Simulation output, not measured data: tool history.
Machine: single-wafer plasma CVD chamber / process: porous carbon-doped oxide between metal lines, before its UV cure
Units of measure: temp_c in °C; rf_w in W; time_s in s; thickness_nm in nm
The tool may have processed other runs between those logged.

run  hour  temp_c  rf_w  time_s  thickness_nm
  1   0.0     295   495    26.7        149.19
  2   8.6     288   520    26.7        162.10
  3   9.5     288   555    26.7        170.35
  4  16.9     288   555    25.4        162.33
  5  19.1     283   570    25.4        170.43
  6  21.1     280   585    25.4        177.38
  7  24.6     277   590    25.4        180.84

Forecast run 8:
  8  29.0     275   595    25.4             ?

thickness_nm: 184.74 nm

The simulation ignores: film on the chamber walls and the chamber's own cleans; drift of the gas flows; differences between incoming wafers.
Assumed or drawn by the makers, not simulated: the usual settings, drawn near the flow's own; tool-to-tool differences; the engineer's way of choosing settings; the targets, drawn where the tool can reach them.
